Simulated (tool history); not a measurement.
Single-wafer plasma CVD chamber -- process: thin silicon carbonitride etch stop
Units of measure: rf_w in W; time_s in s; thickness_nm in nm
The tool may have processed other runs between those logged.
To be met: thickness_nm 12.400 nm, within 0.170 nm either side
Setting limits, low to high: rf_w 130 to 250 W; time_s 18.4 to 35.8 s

run 1 hour=0.0 | rf_w=190 time_s=27.1 | thickness_nm=15.706
run 2 hour=2.3 | rf_w=185 time_s=26.5 | thickness_nm=15.332
run 3 hour=9.5 | rf_w=180 time_s=25.9 | thickness_nm=14.771
run 4 hour=11.5 | rf_w=175 time_s=25.5 | thickness_nm=14.482
run 5 hour=17.8 | rf_w=175 time_s=27.6 | thickness_nm=15.709
run 6 hour=20.8 | rf_w=155 time_s=27.6 | thickness_nm=15.150
run 7 hour=23.5 | rf_w=150 time_s=27.0 | thickness_nm=14.696
run 8 hour=28.8 | rf_w=150 time_s=26.5 | thickness_nm=14.478
run 9 hour=35.8 | rf_w=150 time_s=26.0 | thickness_nm=14.220
run 10 hour=41.3 | rf_w=150 time_s=25.6 | thickness_nm=13.973
run 11 hour=45.8 | rf_w=150 time_s=25.3 | thickness_nm=13.812
run 12 hour=48.6 | rf_w=130 time_s=22.7 | thickness_nm=11.919
run 13 hour=51.7 | rf_w=135 time_s=22.7 | thickness_nm=12.035

Which one of the following 4 next-run settings gets every result inside its allowed miss? There is exactly one.
run A hour=54.8 | rf_w=130 time_s=21.9 | thickness_nm=?
run B hour=54.8 | rf_w=130 time_s=24.2 | thickness_nm=?
run C hour=54.8 | rf_w=130 time_s=23.6 | thickness_nm=?
run D hour=54.8 | rf_w=140 time_s=21.7 | thickness_nm=?

move=A thickness_nm=11.506
move=B thickness_nm=12.714
move=C thickness_nm=12.399
move=D thickness_nm=11.627
A: moves away from the targets compared with the last run
B: takes the biggest miss from the last run beyond its target
C: every result lands within tolerance
D: moves away from the targets compared with the last run
The move that meets every target is C.
